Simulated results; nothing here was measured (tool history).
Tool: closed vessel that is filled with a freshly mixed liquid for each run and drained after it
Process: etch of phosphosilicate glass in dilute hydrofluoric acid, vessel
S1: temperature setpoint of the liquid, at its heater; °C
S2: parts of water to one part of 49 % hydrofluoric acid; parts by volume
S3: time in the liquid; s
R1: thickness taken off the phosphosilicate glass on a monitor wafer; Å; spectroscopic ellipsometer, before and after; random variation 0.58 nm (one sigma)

{"run": 1, "hour": 0.0, "S1": 22, "S2": 125, "S3": 95, "R1": 467.94}
{"run": 2, "hour": 4.9, "S1": 21, "S2": 125, "S3": 95, "R1": 449.28}
{"run": 3, "hour": 7.5, "S1": 21, "S2": 155, "S3": 95, "R1": 353.19}
{"run": 4, "hour": 9.8, "S1": 21, "S2": 155, "S3": 105, "R1": 382}
{"run": 5, "hour": 15.6, "S1": 21, "S2": 155, "S3": 105, "R1": 391.72}
{"run": 6, "hour": 20.5, "S1": 19, "S2": 155, "S3": 105, "R1": 356.76}
{"run": 7, "hour": 25.7, "S1": 20, "S2": 150, "S3": 105, "R1": 390.69}
{"run": 8, "hour": 28.0, "S1": 20, "S2": 150, "S3": 105, "R1": 384.52}

What will run 9 give?
{"run": 9, "hour": 28.9, "S1": 20, "S2": 150, "S3": 105, "R1": "?"}

{"run 9": {"R1": 388.51}}

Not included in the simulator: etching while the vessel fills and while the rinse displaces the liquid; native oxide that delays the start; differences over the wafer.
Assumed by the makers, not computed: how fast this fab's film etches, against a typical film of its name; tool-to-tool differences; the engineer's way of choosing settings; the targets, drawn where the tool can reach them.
